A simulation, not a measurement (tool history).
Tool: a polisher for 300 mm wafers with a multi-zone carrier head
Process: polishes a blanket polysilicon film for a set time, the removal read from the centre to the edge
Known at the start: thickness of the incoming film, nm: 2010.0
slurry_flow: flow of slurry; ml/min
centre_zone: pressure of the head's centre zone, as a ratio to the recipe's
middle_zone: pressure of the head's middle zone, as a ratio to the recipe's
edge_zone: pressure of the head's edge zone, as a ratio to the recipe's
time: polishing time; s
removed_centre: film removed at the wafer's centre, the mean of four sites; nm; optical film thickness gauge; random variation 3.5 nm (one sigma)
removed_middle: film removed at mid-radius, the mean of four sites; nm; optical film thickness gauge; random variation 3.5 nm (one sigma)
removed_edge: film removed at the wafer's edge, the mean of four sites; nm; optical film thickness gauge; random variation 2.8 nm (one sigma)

run,hour,slurry_flow,centre_zone,middle_zone,edge_zone,time,removed_centre,removed_middle,removed_edge
1,0.0,245,1.00,1.00,1.00,49,171.87,177.88,177.65
2,1.5,250,1.02,1.01,1.02,53,196.01,197.51,197.10
3,9.2,250,1.02,0.93,1.02,53,192.37,180.72,195.16
4,13.6,255,1.03,0.96,1.04,56,204.88,195.78,208.21
5,15.1,255,1.03,0.89,1.04,56,204.78,185.22,209.96
6,17.7,255,0.94,0.89,1.04,56,189.39,183.63,208.70
7,26.6,260,0.96,0.93,1.05,58,201.47,193.95,217.38
8,35.0,260,0.97,0.96,1.05,60,212.56,203.20,228.09
9,43.9,310,1.01,1.06,0.98,68,254.17,269.46,250.76
10,44.8,310,1.01,1.05,0.99,68,261.45,257.15,250.21
# hour 46.1: worn pad replaced by a new one
11,46.1,310,0.96,1.06,1.05,70,278.87,303.19,295.15

Run 12 comes next. What will it give?
12,50.4,310,0.96,1.05,1.04,70,?,?,?

Run 12 gave removed_centre 278.65 nm, removed_middle 304.16 nm, removed_edge 291.81 nm.
